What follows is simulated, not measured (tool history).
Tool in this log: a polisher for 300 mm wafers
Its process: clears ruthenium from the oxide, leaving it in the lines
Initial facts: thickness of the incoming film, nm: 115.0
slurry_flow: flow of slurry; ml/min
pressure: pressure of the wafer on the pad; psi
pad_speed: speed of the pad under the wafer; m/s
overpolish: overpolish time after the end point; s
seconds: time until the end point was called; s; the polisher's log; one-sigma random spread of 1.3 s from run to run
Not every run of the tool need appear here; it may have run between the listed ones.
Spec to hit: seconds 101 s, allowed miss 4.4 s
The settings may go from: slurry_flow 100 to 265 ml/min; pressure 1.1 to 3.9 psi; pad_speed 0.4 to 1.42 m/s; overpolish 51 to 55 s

run,hour,slurry_flow,pressure,pad_speed,overpolish,seconds
1,0,170,2.5,0.9,51,90.87
2,4,200,2.5,0.9,51,91.11
3,8.7,200,2.5,0.9,51,89.752
4,17,200,2.5,0.9,51,87.293
# hour 21: head pressure recalibrated
5,21,195,2.5,0.9,51,81.42
6,23,190,2.4,0.9,51,85.009
7,29.9,190,2.4,0.88,51,86.785
8,37.1,190,2.4,0.84,51,91.821
9,37.6,190,2.3,0.84,51,94.089

Below are 4 possible settings for the next run. Only one of them brings all results inside the allowed miss of their targets. Which is it?
A,38.1,215,2,0.88,55,?
B,38.1,215,3,0.66,51,?
C,38.1,175,1.9,1.16,51,?
D,38.1,205,2.6,0.84,54,?

move,seconds
A,100.32
B,85.796
C,84.772
D,81.301
A: every result lands within tolerance
B: its largest miss is bigger than the last run's
C: its largest miss is bigger than the last run's
D: its largest miss is bigger than the last run's
A meets every target.

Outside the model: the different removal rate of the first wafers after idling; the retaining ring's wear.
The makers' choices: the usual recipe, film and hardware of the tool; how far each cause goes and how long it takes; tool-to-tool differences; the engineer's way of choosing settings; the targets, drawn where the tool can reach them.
